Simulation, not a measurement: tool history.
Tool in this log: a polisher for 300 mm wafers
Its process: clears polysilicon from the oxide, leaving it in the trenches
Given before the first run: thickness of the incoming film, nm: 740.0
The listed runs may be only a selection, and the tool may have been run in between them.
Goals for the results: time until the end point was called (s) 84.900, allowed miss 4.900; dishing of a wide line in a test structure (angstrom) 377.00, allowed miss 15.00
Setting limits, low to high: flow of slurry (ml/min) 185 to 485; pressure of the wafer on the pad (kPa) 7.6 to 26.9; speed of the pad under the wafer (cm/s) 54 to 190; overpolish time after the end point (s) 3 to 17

run,hour,flow of slurry (ml/min),pressure of the wafer on the pad (kPa),speed of the pad under the wafer (cm/s),overpolish time after the end point (s),time until the end point was called (s),dishing of a wide line in a test structure (angstrom)
1,0.0,310,17.2,122,9,54.155,418.34
2,7.9,310,15.9,120,9,58.129,404.61
3,11.7,310,15.9,120,12,59.903,436.03
4,16.1,310,14.5,120,12,63.311,436.70
5,22.3,280,14.5,120,12,65.256,429.52
6,27.5,280,17.9,120,12,54.737,444.97
7,33.4,280,13.1,112,9,75.821,375.23
8,40.0,275,13.1,112,9,72.855,380.92
9,46.5,275,12.4,112,9,80.048,378.39
10,48.2,275,12.4,112,9,78.174,379.35

Which of these 5 next moves meets every target?
A,49.9,225,10.3,142,9,?,?
B,49.9,315,13.1,98,10,?,?
C,49.9,320,13.8,110,9,?,?
D,49.9,280,11.0,120,8,?,?
E,49.9,295,12.4,116,9,?,?

move,time until the end point was called (s),dishing of a wide line in a test structure (angstrom)
A,69.124,392.23
B,82.595,382.27
C,71.314,388.03
D,76.801,359.96
E,73.195,384.43
A: the biggest miss grows against the last run
B: each result inside its tolerance
C: the biggest miss grows against the last run
D: the biggest miss grows against the last run
E: the biggest miss grows against the last run
The right move is B.
